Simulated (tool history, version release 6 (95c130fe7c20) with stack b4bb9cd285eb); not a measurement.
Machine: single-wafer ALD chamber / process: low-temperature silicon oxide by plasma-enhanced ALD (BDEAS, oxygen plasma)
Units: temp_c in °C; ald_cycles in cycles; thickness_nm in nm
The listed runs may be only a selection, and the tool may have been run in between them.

| run | hour | temp_c | ald_cycles | thickness_nm |
|---|---|---|---|---|
| 1 | 0.0 | 105 | 23 | 3.3117 |
| 2 | 0.8 | 95 | 23 | 3.4195 |
| 3 | 5.2 | 92 | 24 | 3.5650 |
| 4 | 8.5 | 92 | 27 | 4.0547 |
| 5 | 9.2 | 92 | 25 | 3.7290 |
| 6 | 10.3 | 82 | 25 | 3.9159 |

Run 7 has not been measured yet. What should we expect?
| 7 | 18.9 | 82 | 26 | ? |

Run 7 produced thickness_nm 4.0407 nm.
